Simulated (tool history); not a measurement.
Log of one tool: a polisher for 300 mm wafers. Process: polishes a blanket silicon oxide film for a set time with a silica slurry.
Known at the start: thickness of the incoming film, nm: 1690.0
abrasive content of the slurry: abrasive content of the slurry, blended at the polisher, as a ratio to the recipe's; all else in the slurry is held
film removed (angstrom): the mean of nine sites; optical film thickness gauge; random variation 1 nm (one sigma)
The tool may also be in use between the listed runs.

run	hour	flow of slurry (ml/min)	pressure of the wafer on the pad (kPa)	speed of the pad under the wafer (cm/s)	abrasive content of the slurry	polishing time (s)	film removed (angstrom)
1	0	175	36.5	98	1	45	1487.1
2	3.3	175	36.5	98	1	47	1530.8
3	8	175	36.5	114	1	47	1717.4
4	15.5	175	36.5	114	1	47	1721.3
5	17.9	170	33.1	114	1	47	1601.1
6	26	170	27.6	114	1	47	1414.4
7	33.1	170	27.6	114	1	47	1375.8

Run 8 comes next. What will it give?
8	38.6	170	26.2	114	1	47	?

{"run 8": {"film removed (angstrom)": 1358.2}}
